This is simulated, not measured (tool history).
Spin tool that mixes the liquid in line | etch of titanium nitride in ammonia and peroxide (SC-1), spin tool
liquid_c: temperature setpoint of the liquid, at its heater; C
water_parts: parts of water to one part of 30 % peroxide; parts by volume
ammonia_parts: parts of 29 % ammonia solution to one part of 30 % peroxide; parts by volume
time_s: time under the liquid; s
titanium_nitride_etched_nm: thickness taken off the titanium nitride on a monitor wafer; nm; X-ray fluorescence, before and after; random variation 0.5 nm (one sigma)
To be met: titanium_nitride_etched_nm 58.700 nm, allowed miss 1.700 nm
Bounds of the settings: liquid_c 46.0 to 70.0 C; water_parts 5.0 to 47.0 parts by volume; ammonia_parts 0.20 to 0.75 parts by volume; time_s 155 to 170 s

| run | hour | liquid_c | water_parts | ammonia_parts | time_s | titanium_nitride_etched_nm |
|---|---|---|---|---|---|---|
| 1 | 0.0 | 62.0 | 26.0 | 0.45 | 155 | 24.093 |
| 2 | 3.3 | 62.0 | 34.5 | 0.45 | 155 | 20.809 |
| 3 | 10.7 | 64.0 | 27.5 | 0.45 | 155 | 26.786 |
| 4 | 11.3 | 64.0 | 27.5 | 0.60 | 155 | 28.012 |
| 5 | 13.1 | 64.0 | 27.5 | 0.50 | 155 | 27.089 |
| 6 | 17.6 | 64.0 | 35.0 | 0.50 | 155 | 23.748 |
| 7 | 22.1 | 70.0 | 24.5 | 0.55 | 155 | 43.344 |
| 8 | 24.6 | 70.0 | 20.5 | 0.55 | 155 | 47.858 |
| 9 | 31.6 | 70.0 | 18.0 | 0.55 | 155 | 51.188 |
| 10 | 40.4 | 70.0 | 11.5 | 0.55 | 155 | 64.441 |

5 next moves are on the table. One of them brings every result within its allowed miss. Which?
| A | 49.2 | 68.0 | 11.5 | 0.50 | 160 | ? |
| B | 49.2 | 69.5 | 9.5 | 0.40 | 170 | ? |
| C | 49.2 | 70.0 | 12.5 | 0.60 | 165 | ? |
| D | 49.2 | 68.5 | 9.5 | 0.55 | 155 | ? |
| E | 49.2 | 69.0 | 12.5 | 0.55 | 165 | ? |

| move | titanium_nitride_etched_nm |
|---|---|
| A | 58.282 |
| B | 72.267 |
| C | 67.229 |
| D | 65.453 |
| E | 62.232 |
A: meets every target
B: further off than the last run
C: further off than the last run
D: further off than the last run
E: nearer than the last run, and not there yet
The right move is A.
